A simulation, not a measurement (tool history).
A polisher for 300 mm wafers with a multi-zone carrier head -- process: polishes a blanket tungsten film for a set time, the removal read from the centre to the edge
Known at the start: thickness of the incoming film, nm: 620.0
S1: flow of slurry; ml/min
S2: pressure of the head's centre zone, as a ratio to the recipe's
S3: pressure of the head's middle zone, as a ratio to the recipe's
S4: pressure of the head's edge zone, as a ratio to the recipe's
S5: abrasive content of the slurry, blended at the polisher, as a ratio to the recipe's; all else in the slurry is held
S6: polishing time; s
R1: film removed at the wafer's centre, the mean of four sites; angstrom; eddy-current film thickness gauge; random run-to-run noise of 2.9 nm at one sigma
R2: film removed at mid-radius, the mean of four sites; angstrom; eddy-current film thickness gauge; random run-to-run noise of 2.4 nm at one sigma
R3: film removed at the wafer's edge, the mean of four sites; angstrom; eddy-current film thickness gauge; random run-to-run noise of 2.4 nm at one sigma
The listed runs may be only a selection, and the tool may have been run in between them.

run 1 day=0.000 | S1=180 S2=1.00 S3=1.00 S4=1.00 S5=1.00 S6=39 | R1=2251.5 R2=2376.9 R3=2414.4
run 2 day=0.088 | S1=175 S2=1.00 S3=0.97 S4=0.98 S5=0.90 S6=39 | R1=2214.0 R2=2276.9 R3=2363.3
run 3 day=0.325 | S1=175 S2=0.91 S3=0.97 S4=0.98 S5=0.90 S6=39 | R1=2071.9 R2=2243.5 R3=2297.5
run 4 day=0.579 | S1=175 S2=0.91 S3=0.97 S4=0.98 S5=0.90 S6=31 | R1=1585.9 R2=1745.6 R3=1882.4
run 5 day=0.933 | S1=175 S2=0.91 S3=0.97 S4=0.98 S5=0.70 S6=31 | R1=1588.4 R2=1746.3 R3=1802.4
run 6 day=1.192 | S1=175 S2=0.91 S3=0.97 S4=1.06 S5=0.70 S6=31 | R1=1550.6 R2=1712.8 R3=1817.4
run 7 day=1.279 | S1=185 S2=0.95 S3=0.96 S4=1.06 S5=0.75 S6=31 | R1=1671.9 R2=1744.0 R3=1842.6

For run 8, what comes out?
run 8 day=1.571 | S1=190 S2=0.96 S3=0.95 S4=1.06 S5=0.85 S6=31 | R1=? R2=? R3=?

Run 8 came out at R1 1734.5 angstrom, R2 1794.6 angstrom, R3 1919.9 angstrom.
